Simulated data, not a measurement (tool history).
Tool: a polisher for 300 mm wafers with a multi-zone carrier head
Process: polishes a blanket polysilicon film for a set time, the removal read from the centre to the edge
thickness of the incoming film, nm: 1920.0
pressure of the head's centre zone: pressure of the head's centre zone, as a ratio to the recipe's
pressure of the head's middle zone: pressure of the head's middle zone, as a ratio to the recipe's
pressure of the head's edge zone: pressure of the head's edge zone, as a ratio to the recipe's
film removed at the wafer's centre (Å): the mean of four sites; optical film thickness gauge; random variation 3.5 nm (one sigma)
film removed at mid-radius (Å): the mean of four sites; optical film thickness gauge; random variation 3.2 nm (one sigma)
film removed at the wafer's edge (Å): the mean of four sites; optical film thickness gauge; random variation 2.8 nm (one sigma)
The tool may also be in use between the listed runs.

run	hour	flow of slurry (ml/min)	pressure of the head's centre zone	pressure of the head's middle zone	pressure of the head's edge zone	polishing time (s)	film removed at the wafer's centre (Å)	film removed at mid-radius (Å)	film removed at the wafer's edge (Å)
1	0	180	1	1	1	64	4038.4	4322.7	4246.9
2	2.7	180	1.02	0.98	0.97	60	3903.5	3997.8	3933.2
3	7.9	180	1.02	0.98	0.97	49	3190.5	3265.2	3233.8
4	12.6	175	1.03	0.97	0.95	49	3288.3	3214.5	3154.9
5	18.6	165	1.03	0.96	0.94	49	3156.3	3149.4	3066.3
6	22.7	140	1.03	0.96	0.94	49	3114.4	3072.7	3055.6
7	27.4	140	1.03	0.96	0.94	49	3069.5	3100.1	3086

Forecast run 8:
8	31.3	140	1.04	0.95	0.93	49	?	?	?

Run 8 gave film removed at the wafer's centre (Å) 3162.1, film removed at mid-radius (Å) 3031.2, film removed at the wafer's edge (Å) 3050.3.
